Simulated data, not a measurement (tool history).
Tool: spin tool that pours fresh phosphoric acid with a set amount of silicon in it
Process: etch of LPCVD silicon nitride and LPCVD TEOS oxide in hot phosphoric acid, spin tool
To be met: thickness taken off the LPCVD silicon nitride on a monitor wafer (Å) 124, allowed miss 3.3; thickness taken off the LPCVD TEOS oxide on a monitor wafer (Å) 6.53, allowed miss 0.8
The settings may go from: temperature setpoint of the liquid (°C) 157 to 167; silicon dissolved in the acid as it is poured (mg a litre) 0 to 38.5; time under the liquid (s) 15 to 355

run  hour  temperature setpoint of the liquid (°C)  silicon dissolved in the acid as it is poured (mg a litre)  time under the liquid (s)  thickness taken off the LPCVD silicon nitride on a monitor wafer (Å)  thickness taken off the LPCVD TEOS oxide on a monitor wafer (Å)
  1     0                                      162                                                          17                        180                                                                163.67                                                           7.6735
  2   4.6                                      162                                                          25                        180                                                                164.42                                                           6.0796
  3   9.5                                      161                                                          21                        175                                                                154.26                                                            6.208
  4  11.5                                      161                                                          21                        215                                                                190.25                                                           7.1745
  5  19.9                                    160.5                                                        17.5                        200                                                                 172.3                                                           7.2397
  6  24.8                                      160                                                          15                        190                                                                162.14                                                           7.5265
  7  26.3                                    159.5                                                          14                        180                                                                151.36                                                           7.0389
  8  33.9                                    157.5                                                         5.5                        145                                                                113.79                                                           5.7824

Which of these 5 next moves meets every target?
  A  41.5                                      159                                                         5.5                        150                                                                     ?                                                                ?
  B  41.5                                      157                                                          15                        170                                                                     ?                                                                ?
  C  41.5                                      157                                                        17.5                        160                                                                     ?                                                                ?
  D  41.5                                      158                                                         0.5                        145                                                                     ?                                                                ?
  E  41.5                                    157.5                                                           3                        150                                                                     ?                                                                ?

move  thickness taken off the LPCVD silicon nitride on a monitor wafer (Å)  thickness taken off the LPCVD TEOS oxide on a monitor wafer (Å)
   A                                                                123.08                                                           6.5874
   B                                                                130.35                                                           5.1948
   C                                                                122.68                                                           4.5836
   D                                                                115.02                                                           6.5069
   E                                                                116.99                                                           6.1865
A: meets every target
B: takes the result that was furthest off past its target
C: brings the result that was furthest off to its target, and leaves another outside
D: nearer than the last run, and not there yet
E: nearer than the last run, and not there yet
The right move is A.

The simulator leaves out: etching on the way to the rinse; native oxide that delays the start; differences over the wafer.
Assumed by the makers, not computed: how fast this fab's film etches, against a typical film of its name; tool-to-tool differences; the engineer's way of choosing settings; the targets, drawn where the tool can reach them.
